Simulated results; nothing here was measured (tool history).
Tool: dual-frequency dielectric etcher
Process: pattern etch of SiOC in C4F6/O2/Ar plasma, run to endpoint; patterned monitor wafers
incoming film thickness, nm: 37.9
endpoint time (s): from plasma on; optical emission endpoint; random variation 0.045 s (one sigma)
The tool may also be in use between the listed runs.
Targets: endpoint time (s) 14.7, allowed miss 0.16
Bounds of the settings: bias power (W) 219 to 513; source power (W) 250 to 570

run,day,bias power (W),source power (W),endpoint time (s)
1,0,366,410,12.351
2,0.271,350,410,12.623
3,0.462,318,410,13.313
4,0.6,361,410,12.351
5,0.788,383,410,12.07
# day 0.908: bias power generator calibrated
6,0.908,439,410,11.592
7,1.096,416,400,11.984
8,1.446,395,400,12.344
9,1.638,377,400,12.568
10,1.825,362,400,12.804
11,2.042,362,400,12.827
12,2.404,288,390,14.444
13,2.429,287,390,14.443
14,2.588,267,390,15.034
15,2.758,269,390,15.019
16,3.125,269,390,14.939
17,3.454,288,390,14.494
18,3.704,287,390,14.463
19,3.8,286,390,14.463

Which of these 4 next moves meets every target?
A,3.896,292,400,?
B,3.896,305,350,?
C,3.896,301,390,?
D,3.896,283,420,?

move,endpoint time (s)
A,14.281
B,14.675
C,14.199
D,14.247
A: further off than the last run
B: meets every target
C: further off than the last run
D: further off than the last run
Move B is the one to make.

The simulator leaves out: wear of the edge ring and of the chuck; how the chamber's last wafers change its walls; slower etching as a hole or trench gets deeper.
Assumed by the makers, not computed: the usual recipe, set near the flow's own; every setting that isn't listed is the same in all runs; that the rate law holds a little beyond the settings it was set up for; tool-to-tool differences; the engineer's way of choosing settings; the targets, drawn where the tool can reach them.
